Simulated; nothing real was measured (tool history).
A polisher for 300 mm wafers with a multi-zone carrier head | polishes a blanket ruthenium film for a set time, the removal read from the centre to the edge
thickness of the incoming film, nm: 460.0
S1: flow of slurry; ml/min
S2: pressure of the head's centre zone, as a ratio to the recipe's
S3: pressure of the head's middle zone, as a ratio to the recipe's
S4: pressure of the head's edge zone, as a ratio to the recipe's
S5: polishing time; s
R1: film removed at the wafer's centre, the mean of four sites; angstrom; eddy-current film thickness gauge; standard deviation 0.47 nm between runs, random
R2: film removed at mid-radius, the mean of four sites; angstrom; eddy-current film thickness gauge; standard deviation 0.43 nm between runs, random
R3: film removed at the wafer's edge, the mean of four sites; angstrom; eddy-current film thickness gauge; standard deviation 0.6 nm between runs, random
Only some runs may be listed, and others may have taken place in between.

| run | day | S1 | S2 | S3 | S4 | S5 | R1 | R2 | R3 |
|---|---|---|---|---|---|---|---|---|---|
| 1 | 0 | 190 | 1 | 1 | 1 | 83 | 856.27 | 923.18 | 898.35 |
| 2 | 0.258 | 180 | 1.03 | 0.95 | 1.01 | 72 | 768.77 | 758.47 | 796.24 |
| 3 | 0.35 | 170 | 1.05 | 0.91 | 0.99 | 65 | 705.87 | 658.3 | 689.2 |
| 4 | 0.562 | 170 | 1 | 0.91 | 0.99 | 65 | 666.28 | 651.46 | 701.23 |
| 5 | 0.612 | 170 | 0.95 | 0.91 | 0.99 | 65 | 639.16 | 659 | 703.42 |
| 6 | 0.975 | 170 | 0.95 | 0.99 | 0.99 | 65 | 638.65 | 697.67 | 701.34 |
| 7 | 1.258 | 155 | 0.99 | 0.94 | 1 | 60 | 606.15 | 599.94 | 635.74 |

For run 8, what comes out?
| 8 | 1.283 | 120 | 1.07 | 0.84 | 1.01 | 55 | ? | ? | ? |

{"run 8": {"R1": 568.86, "R2": 495.16, "R3": 573.26}}
